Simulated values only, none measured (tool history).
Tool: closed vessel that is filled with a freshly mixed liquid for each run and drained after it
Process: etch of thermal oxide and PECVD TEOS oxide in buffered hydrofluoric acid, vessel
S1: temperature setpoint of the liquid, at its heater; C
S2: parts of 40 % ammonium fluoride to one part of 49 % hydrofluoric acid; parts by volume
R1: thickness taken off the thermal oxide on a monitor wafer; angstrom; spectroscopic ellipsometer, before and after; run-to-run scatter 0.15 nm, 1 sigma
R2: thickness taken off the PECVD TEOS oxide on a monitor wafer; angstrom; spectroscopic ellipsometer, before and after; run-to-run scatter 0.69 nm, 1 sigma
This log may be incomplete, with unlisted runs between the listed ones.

run 1 hour=0.0 | S1=25.0 S2=18.5 time_in_the_liquid_(s)=60 | R1=414.25 R2=934.75
run 2 hour=5.0 | S1=26.5 S2=18.5 time_in_the_liquid_(s)=60 | R1=443.44 R2=1031.00
run 3 hour=5.6 | S1=26.0 S2=18.5 time_in_the_liquid_(s)=60 | R1=433.82 R2=986.04
run 4 hour=10.8 | S1=26.0 S2=21.0 time_in_the_liquid_(s)=60 | R1=385.55 R2=891.69
run 5 hour=17.5 | S1=25.5 S2=21.0 time_in_the_liquid_(s)=60 | R1=377.18 R2=867.56
run 6 hour=22.2 | S1=29.0 S2=21.0 time_in_the_liquid_(s)=60 | R1=454.30 R2=1040.20

Expected results for the next run?
run 7 hour=25.5 | S1=28.0 S2=21.0 time_in_the_liquid_(s)=60 | R1=? R2=?

{"run 7": {"R1": 434.95, "R2": 976.29}}
